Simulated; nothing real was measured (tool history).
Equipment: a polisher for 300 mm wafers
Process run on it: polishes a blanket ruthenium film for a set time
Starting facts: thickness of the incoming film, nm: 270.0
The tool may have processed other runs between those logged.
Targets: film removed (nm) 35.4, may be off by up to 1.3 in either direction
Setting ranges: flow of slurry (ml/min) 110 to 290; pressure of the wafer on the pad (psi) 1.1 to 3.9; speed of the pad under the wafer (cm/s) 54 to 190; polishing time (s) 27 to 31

run	hour	flow of slurry (ml/min)	pressure of the wafer on the pad (psi)	speed of the pad under the wafer (cm/s)	polishing time (s)	film removed (nm)
1	0	185	2.5	122	31	64.749
2	5.6	185	2.9	122	31	71.192
3	13.1	185	2.4	122	31	63.274
4	20.9	185	2.2	116	31	56.701
5	23	185	2	112	31	51.014
6	30.3	185	1.8	112	31	48.959
7	35.2	185	1.7	110	31	47.874
8	41.3	185	1.6	106	31	45.032

Of the 5 settings listed for the next run, only one would bring every result within its allowed miss of target. Which one?
A	47.4	205	2	86	30	?
B	47.4	210	1.6	102	28	?
C	47.4	205	1.3	106	30	?
D	47.4	190	1.1	100	27	?
E	47.4	180	1.8	92	27	?

move	film removed (nm)
A	40.242
B	39.557
C	39.813
D	31.239
E	35.819
A: moves toward the targets from the last run without getting all of them in spec
B: moves toward the targets from the last run without getting all of them in spec
C: moves toward the targets from the last run without getting all of them in spec
D: takes the biggest miss from the last run beyond its target
E: meets every target
E meets every target.

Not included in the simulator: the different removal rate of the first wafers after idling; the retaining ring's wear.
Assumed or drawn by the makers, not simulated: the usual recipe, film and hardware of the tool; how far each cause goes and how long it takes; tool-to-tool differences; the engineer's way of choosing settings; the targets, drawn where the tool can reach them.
